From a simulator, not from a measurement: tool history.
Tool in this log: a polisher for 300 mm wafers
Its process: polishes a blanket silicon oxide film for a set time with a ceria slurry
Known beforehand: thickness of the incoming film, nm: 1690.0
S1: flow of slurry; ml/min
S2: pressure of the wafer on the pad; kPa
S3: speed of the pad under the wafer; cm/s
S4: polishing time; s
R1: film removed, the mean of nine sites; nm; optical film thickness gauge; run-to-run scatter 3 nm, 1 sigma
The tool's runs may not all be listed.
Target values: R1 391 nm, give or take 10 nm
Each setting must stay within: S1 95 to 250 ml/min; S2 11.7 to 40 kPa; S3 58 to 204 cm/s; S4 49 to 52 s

{"run": 1, "hour": 0.0, "S1": 160, "S2": 25.5, "S3": 130, "S4": 49, "R1": 340.73}
{"run": 2, "hour": 7.3, "S1": 195, "S2": 25.5, "S3": 130, "S4": 49, "R1": 347.04}
{"run": 3, "hour": 14.3, "S1": 175, "S2": 25.5, "S3": 130, "S4": 49, "R1": 346.74}
{"run": 4, "hour": 23.1, "S1": 175, "S2": 26.2, "S3": 130, "S4": 49, "R1": 354.77}
{"run": 5, "hour": 24.5, "S1": 175, "S2": 26.2, "S3": 98, "S4": 49, "R1": 269.76}
{"run": 6, "hour": 29.9, "S1": 175, "S2": 27.6, "S3": 98, "S4": 49, "R1": 282.88}
{"run": 7, "hour": 31.8, "S1": 210, "S2": 34.5, "S3": 100, "S4": 49, "R1": 368.45}
{"run": 8, "hour": 39.7, "S1": 210, "S2": 35.2, "S3": 100, "S4": 49, "R1": 375.28}
{"run": 9, "hour": 48.5, "S1": 210, "S2": 35.9, "S3": 100, "S4": 49, "R1": 380.97}

Pick the move, out of 4, that brings all results within their allowed miss; only one does.
{"run": "A", "hour": 57.3, "S1": 210, "S2": 35.2, "S3": 100, "S4": 49, "R1": "?"}
{"run": "B", "hour": 57.3, "S1": 190, "S2": 35.2, "S3": 104, "S4": 52, "R1": "?"}
{"run": "C", "hour": 57.3, "S1": 205, "S2": 36.5, "S3": 102, "S4": 49, "R1": "?"}
{"run": "D", "hour": 57.3, "S1": 195, "S2": 35.9, "S3": 104, "S4": 52, "R1": "?"}

move=A R1=370.39
move=B R1=403.71
move=C R1=390.97
move=D R1=412.65
A: moves away from the targets compared with the last run
B: moves the result that the last run missed by most past its target, out the other side
C: every result lands within tolerance
D: moves the result that the last run missed by most past its target, out the other side
Go with C: it meets all targets.
